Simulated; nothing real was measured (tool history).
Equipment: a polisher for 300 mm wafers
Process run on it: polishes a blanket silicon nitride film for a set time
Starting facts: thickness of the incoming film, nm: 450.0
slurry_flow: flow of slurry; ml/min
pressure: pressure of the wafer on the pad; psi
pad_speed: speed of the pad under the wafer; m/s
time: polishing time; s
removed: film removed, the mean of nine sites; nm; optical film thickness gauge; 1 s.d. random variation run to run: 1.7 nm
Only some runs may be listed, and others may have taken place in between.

{"run": 1, "hour": 0.0, "slurry_flow": 270, "pressure": 3.8, "pad_speed": 1.04, "time": 99, "removed": 229.13}
{"run": 2, "hour": 8.1, "slurry_flow": 270, "pressure": 3.6, "pad_speed": 1.04, "time": 99, "removed": 217.96}
{"run": 3, "hour": 11.0, "slurry_flow": 270, "pressure": 3.4, "pad_speed": 1.04, "time": 99, "removed": 206.66}
{"run": 4, "hour": 14.1, "slurry_flow": 270, "pressure": 3.9, "pad_speed": 1.04, "time": 99, "removed": 232.58}
{"run": 5, "hour": 15.7, "slurry_flow": 270, "pressure": 3.6, "pad_speed": 1.04, "time": 99, "removed": 214.54}
{"run": 6, "hour": 16.6, "slurry_flow": 270, "pressure": 3.4, "pad_speed": 1.04, "time": 99, "removed": 205.09}
{"run": 7, "hour": 17.2, "slurry_flow": 270, "pressure": 3.3, "pad_speed": 1.04, "time": 99, "removed": 200.3}

Run 8 comes next. What will it give?
{"run": 8, "hour": 24.0, "slurry_flow": 270, "pressure": 3.2, "pad_speed": 1.04, "time": 99, "removed": "?"}

Run 8 produced removed 191.38 nm.

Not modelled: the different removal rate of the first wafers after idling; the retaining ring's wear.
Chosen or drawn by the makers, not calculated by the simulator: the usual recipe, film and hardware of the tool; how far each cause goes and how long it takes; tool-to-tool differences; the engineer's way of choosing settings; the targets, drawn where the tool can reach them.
